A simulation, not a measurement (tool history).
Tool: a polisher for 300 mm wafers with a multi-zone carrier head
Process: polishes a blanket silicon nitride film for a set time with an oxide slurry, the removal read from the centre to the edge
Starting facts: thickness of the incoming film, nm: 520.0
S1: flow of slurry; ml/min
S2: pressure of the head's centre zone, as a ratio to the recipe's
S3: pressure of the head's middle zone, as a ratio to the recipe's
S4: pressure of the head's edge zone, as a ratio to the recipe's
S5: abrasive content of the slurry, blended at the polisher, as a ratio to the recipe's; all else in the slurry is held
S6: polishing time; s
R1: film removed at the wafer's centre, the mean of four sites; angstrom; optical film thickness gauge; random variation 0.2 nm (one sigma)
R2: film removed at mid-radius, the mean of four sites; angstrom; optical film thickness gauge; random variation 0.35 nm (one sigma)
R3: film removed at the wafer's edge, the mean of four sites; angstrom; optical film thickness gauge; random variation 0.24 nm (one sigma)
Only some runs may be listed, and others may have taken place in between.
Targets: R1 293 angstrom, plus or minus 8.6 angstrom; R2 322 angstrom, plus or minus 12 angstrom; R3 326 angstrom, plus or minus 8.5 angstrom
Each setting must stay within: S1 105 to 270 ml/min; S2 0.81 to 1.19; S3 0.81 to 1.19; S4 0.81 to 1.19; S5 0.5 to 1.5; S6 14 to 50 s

{"run": 1, "hour": 0.0, "S1": 175, "S2": 1, "S3": 1, "S4": 1, "S5": 1, "S6": 32, "R1": 221.46, "R2": 216.17, "R3": 216.31}
{"run": 2, "hour": 7.0, "S1": 175, "S2": 1, "S3": 1, "S4": 1, "S5": 0.9, "S6": 32, "R1": 216.75, "R2": 213.32, "R3": 212.7}
{"run": 3, "hour": 10.2, "S1": 175, "S2": 1, "S3": 1, "S4": 0.95, "S5": 0.9, "S6": 32, "R1": 215.31, "R2": 214.43, "R3": 208.09}
{"run": 4, "hour": 13.9, "S1": 175, "S2": 1, "S3": 1, "S4": 1.01, "S5": 0.9, "S6": 32, "R1": 219.29, "R2": 213.64, "R3": 212.61}
{"run": 5, "hour": 20.2, "S1": 175, "S2": 1.06, "S3": 1, "S4": 1.01, "S5": 0.9, "S6": 32, "R1": 228, "R2": 208.46, "R3": 213.32}
{"run": 6, "hour": 22.3, "S1": 175, "S2": 1.06, "S3": 1.03, "S4": 1.01, "S5": 0.9, "S6": 32, "R1": 225.24, "R2": 221.71, "R3": 211}
{"run": 7, "hour": 23.9, "S1": 175, "S2": 1.06, "S3": 1.03, "S4": 1.01, "S5": 0.9, "S6": 32, "R1": 227.99, "R2": 215.43, "R3": 211}
{"run": 8, "hour": 26.1, "S1": 180, "S2": 1, "S3": 1.03, "S4": 1.06, "S5": 1.1, "S6": 34, "R1": 247.24, "R2": 246.79, "R3": 244.94}
{"run": 9, "hour": 30.3, "S1": 190, "S2": 0.96, "S3": 1.04, "S4": 1.1, "S5": 1.25, "S6": 35, "R1": 255.02, "R2": 265.02, "R3": 267.12}
{"run": 10, "hour": 37.1, "S1": 190, "S2": 0.95, "S3": 1.05, "S4": 1.12, "S5": 1.35, "S6": 36, "R1": 268.45, "R2": 282.92, "R3": 284.64}
{"run": 11, "hour": 41.7, "S1": 200, "S2": 0.94, "S3": 1.06, "S4": 1.14, "S5": 1.4, "S6": 37, "R1": 275.11, "R2": 294.99, "R3": 299.45}
{"run": 12, "hour": 49.6, "S1": 200, "S2": 0.94, "S3": 1.06, "S4": 1.14, "S5": 1.4, "S6": 37, "R1": 274.4, "R2": 294.1, "R3": 297.47}
{"run": 13, "hour": 50.2, "S1": 200, "S2": 0.94, "S3": 1.07, "S4": 1.15, "S5": 1.45, "S6": 38, "R1": 285.5, "R2": 310.15, "R3": 312.8}
{"hour": 55.5, "done": "worn pad replaced by a new one"}
{"run": 14, "hour": 55.5, "S1": 205, "S2": 0.94, "S3": 1.08, "S4": 1.16, "S5": 1.45, "S6": 38, "R1": 313.41, "R2": 344.12, "R3": 341.56}
{"run": 15, "hour": 64.2, "S1": 195, "S2": 0.94, "S3": 1.08, "S4": 1.17, "S5": 1.45, "S6": 38, "R1": 312.29, "R2": 342.64, "R3": 334.99}
{"run": 16, "hour": 68.8, "S1": 200, "S2": 0.93, "S3": 1.08, "S4": 1.17, "S5": 1.45, "S6": 38, "R1": 310.02, "R2": 351.63, "R3": 338.43}
{"run": 17, "hour": 76.2, "S1": 200, "S2": 0.93, "S3": 1.07, "S4": 1.17, "S5": 1.45, "S6": 38, "R1": 309.52, "R2": 337.45, "R3": 343.97}
{"run": 18, "hour": 83.2, "S1": 200, "S2": 0.93, "S3": 1.07, "S4": 1.16, "S5": 1.45, "S6": 38, "R1": 307.23, "R2": 342.25, "R3": 342.14}
{"run": 19, "hour": 91.7, "S1": 200, "S2": 0.93, "S3": 1.06, "S4": 1.15, "S5": 1.45, "S6": 38, "R1": 308.7, "R2": 342.77, "R3": 343.45}

Exercise: of the 5 proposed moves below, exactly one satisfies all targets within the stated allowed misses. Which move is it?
{"run": "A", "hour": 100.2, "S1": 205, "S2": 0.99, "S3": 0.96, "S4": 1.19, "S5": 1.5, "S6": 38, "R1": "?", "R2": "?", "R3": "?"}
{"run": "B", "hour": 100.2, "S1": 190, "S2": 1.05, "S3": 0.92, "S4": 1.17, "S5": 1.35, "S6": 41, "R1": "?", "R2": "?", "R3": "?"}
{"run": "C", "hour": 100.2, "S1": 185, "S2": 0.81, "S3": 0.88, "S4": 1.12, "S5": 1.2, "S6": 43, "R1": "?", "R2": "?", "R3": "?"}
{"run": "D", "hour": 100.2, "S1": 225, "S2": 0.9, "S3": 0.94, "S4": 1.19, "S5": 1.5, "S6": 37, "R1": "?", "R2": "?", "R3": "?"}
{"run": "E", "hour": 100.2, "S1": 200, "S2": 0.91, "S3": 1.05, "S4": 1.13, "S5": 1.45, "S6": 37, "R1": "?", "R2": "?", "R3": "?"}

move=A R1=324.62 R2=312.02 R3=349.47
move=B R1=352.31 R2=311.9 R3=360.18
move=C R1=289.03 R2=304.25 R3=356.65
move=D R1=297.03 R2=302.61 R3=343.75
move=E R1=291.57 R2=323.63 R3=326.93
A: moves away from the targets compared with the last run
B: moves away from the targets compared with the last run
C: moves away from the targets compared with the last run
D: just as far off the targets as the last run
E: meets every target
So the answer is move E, the one that meets all the targets.
